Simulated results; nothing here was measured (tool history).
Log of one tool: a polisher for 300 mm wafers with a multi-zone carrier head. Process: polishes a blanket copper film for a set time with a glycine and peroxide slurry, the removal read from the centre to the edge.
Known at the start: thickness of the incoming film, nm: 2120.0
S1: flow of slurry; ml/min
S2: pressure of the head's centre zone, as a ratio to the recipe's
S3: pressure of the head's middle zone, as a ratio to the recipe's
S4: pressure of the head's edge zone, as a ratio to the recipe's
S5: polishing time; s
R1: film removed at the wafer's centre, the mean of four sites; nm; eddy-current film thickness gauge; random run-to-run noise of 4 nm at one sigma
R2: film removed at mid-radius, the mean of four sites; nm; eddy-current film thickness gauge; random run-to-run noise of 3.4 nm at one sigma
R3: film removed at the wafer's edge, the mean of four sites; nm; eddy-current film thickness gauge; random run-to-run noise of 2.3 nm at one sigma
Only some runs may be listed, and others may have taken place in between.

Run 1, hour 0.0: S1 295 ml/min, S2 1.00, S3 1.00, S4 1.00, S5 66 s. Result: R1 407.51 nm, R2 383.67 nm, R3 383.98 nm.
Run 2, hour 8.3: S1 220 ml/min, S2 1.00, S3 1.00, S4 1.00, S5 66 s. Result: R1 394.17 nm, R2 362.26 nm, R3 375.51 nm.
Run 3, hour 16.3: S1 185 ml/min, S2 1.00, S3 1.00, S4 1.00, S5 66 s. Result: R1 382.53 nm, R2 357.44 nm, R3 362.31 nm.
Run 4, hour 24.0: S1 185 ml/min, S2 1.00, S3 1.00, S4 1.00, S5 82 s. Result: R1 477.21 nm, R2 442.68 nm, R3 449.38 nm.
Run 5, hour 30.6: S1 185 ml/min, S2 1.00, S3 1.00, S4 1.06, S5 82 s. Result: R1 478.80 nm, R2 447.96 nm, R3 469.91 nm.
Run 6, hour 35.5: S1 185 ml/min, S2 1.00, S3 1.07, S4 1.06, S5 82 s. Result: R1 478.49 nm, R2 472.92 nm, R3 462.46 nm.
At hour 38.0: centre zone pressure recalibrated.
Run 7, hour 38.0: S1 185 ml/min, S2 1.00, S3 1.06, S4 1.04, S5 80 s. Result: R1 424.20 nm, R2 453.29 nm, R3 449.19 nm.

Run 8 comes next. What will it give?
Run 8, hour 39.3: S1 185 ml/min, S2 1.00, S3 1.05, S4 1.02, S5 78 s. Result: R1 ?, R2 ?, R3 ?.

R1: 417.81 nm
R2: 440.67 nm
R3: 442.57 nm
